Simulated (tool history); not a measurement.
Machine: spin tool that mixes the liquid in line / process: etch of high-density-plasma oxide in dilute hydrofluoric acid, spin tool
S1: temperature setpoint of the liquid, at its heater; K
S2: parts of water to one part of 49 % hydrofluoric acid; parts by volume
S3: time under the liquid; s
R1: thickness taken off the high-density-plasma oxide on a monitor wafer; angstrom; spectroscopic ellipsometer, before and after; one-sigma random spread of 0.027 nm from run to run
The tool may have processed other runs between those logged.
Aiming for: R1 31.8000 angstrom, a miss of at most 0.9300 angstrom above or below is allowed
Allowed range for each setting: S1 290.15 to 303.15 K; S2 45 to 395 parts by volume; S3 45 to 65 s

| run | day | S1 | S2 | S3 | R1 |
|---|---|---|---|---|---|
| 1 | 0.000 | 295.15 | 220 | 65 | 12.5260 |
| 2 | 0.279 | 295.15 | 220 | 45 | 8.7278 |
| 3 | 0.429 | 293.15 | 220 | 45 | 8.1272 |
| 4 | 0.575 | 293.15 | 260 | 45 | 6.5531 |
| 5 | 0.929 | 295.65 | 260 | 45 | 7.2095 |
| 6 | 1.129 | 296.65 | 240 | 45 | 8.2822 |
| 7 | 1.417 | 297.15 | 220 | 45 | 9.4270 |
| 8 | 1.446 | 297.65 | 200 | 45 | 10.8200 |
| 9 | 1.700 | 298.15 | 180 | 45 | 12.1600 |
| 10 | 1.808 | 298.65 | 165 | 45 | 13.9790 |
| 11 | 2.021 | 299.15 | 150 | 45 | 15.7740 |
| 12 | 2.392 | 299.65 | 140 | 45 | 17.7990 |
| 13 | 2.617 | 300.15 | 130 | 45 | 19.6510 |
| 14 | 2.992 | 300.65 | 125 | 45 | 20.8990 |
| 15 | 3.021 | 301.15 | 120 | 45 | 22.3380 |
| 16 | 3.238 | 301.15 | 115 | 45 | 23.5260 |
| 17 | 3.433 | 301.15 | 110 | 45 | 25.2180 |
| 18 | 3.662 | 302.15 | 100 | 45 | 28.7600 |
| 19 | 3.767 | 302.65 | 100 | 45 | 29.0410 |

Which one of the following 5 next-run settings gets every result inside its allowed miss? There is exactly one.
| A | 3.871 | 298.15 | 90 | 45 | ? |
| B | 3.871 | 302.65 | 115 | 45 | ? |
| C | 3.871 | 303.15 | 95 | 45 | ? |
| D | 3.871 | 302.65 | 105 | 45 | ? |
| E | 3.871 | 303.15 | 145 | 65 | ? |

| move | R1 |
|---|---|
| A | 27.5090 |
| B | 24.7560 |
| C | 31.3970 |
| D | 27.4890 |
| E | 27.7450 |
A: the biggest miss grows against the last run
B: the biggest miss grows against the last run
C: all results land within tolerance of their targets
D: the biggest miss grows against the last run
E: the biggest miss grows against the last run
C meets every target.
